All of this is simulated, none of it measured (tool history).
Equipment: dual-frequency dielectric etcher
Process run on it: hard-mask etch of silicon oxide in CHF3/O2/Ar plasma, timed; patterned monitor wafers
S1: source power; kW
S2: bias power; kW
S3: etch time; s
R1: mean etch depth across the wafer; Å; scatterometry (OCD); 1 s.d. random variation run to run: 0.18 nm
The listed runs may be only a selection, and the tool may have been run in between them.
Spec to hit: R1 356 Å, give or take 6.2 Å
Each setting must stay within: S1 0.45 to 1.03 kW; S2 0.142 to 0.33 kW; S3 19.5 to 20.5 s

Run 1, hour 0: S1 0.74 kW, S2 0.236 kW, S3 19.5 s. Result: R1 441.28 Å.
Run 2, hour 3.6: S1 0.65 kW, S2 0.236 kW, S3 19.5 s. Result: R1 424.03 Å.
Run 3, hour 8.5: S1 0.65 kW, S2 0.236 kW, S3 20.5 s. Result: R1 445.11 Å.
Run 4, hour 15.8: S1 0.65 kW, S2 0.236 kW, S3 19.5 s. Result: R1 418.87 Å.
Run 5, hour 22: S1 0.59 kW, S2 0.225 kW, S3 19.5 s. Result: R1 403.76 Å.
Run 6, hour 31: S1 0.59 kW, S2 0.225 kW, S3 19.5 s. Result: R1 401.41 Å.
Run 7, hour 35.5: S1 0.55 kW, S2 0.215 kW, S3 19.5 s. Result: R1 388.8 Å.
At hour 38.4: bias power generator calibrated.
Run 8, hour 38.4: S1 0.55 kW, S2 0.215 kW, S3 19.5 s. Result: R1 382.75 Å.
Run 9, hour 45.3: S1 0.52 kW, S2 0.212 kW, S3 19.5 s. Result: R1 376.02 Å.
Run 10, hour 51.1: S1 0.5 kW, S2 0.209 kW, S3 19.5 s. Result: R1 365.41 Å.

Which single option among these 5 for the next run brings every result within its allowed miss of target? Just one does.
Run A, hour 56.9: S1 0.51 kW, S2 0.198 kW, S3 20 s. Result: R1 ?.
Run B, hour 56.9: S1 0.47 kW, S2 0.212 kW, S3 20.5 s. Result: R1 ?.
Run C, hour 56.9: S1 0.59 kW, S2 0.196 kW, S3 19.5 s. Result: R1 ?.
Run D, hour 56.9: S1 0.48 kW, S2 0.203 kW, S3 20.5 s. Result: R1 ?.
Run E, hour 56.9: S1 0.48 kW, S2 0.171 kW, S3 20.5 s. Result: R1 ?.

move      R1
   A  370.05
   B  377.93
   C  378.31
   D  374.76
   E  352.68
A: lands further from the targets than the last run did
B: lands further from the targets than the last run did
C: lands further from the targets than the last run did
D: lands further from the targets than the last run did
E: each result inside its tolerance
Go with E: it meets all targets.

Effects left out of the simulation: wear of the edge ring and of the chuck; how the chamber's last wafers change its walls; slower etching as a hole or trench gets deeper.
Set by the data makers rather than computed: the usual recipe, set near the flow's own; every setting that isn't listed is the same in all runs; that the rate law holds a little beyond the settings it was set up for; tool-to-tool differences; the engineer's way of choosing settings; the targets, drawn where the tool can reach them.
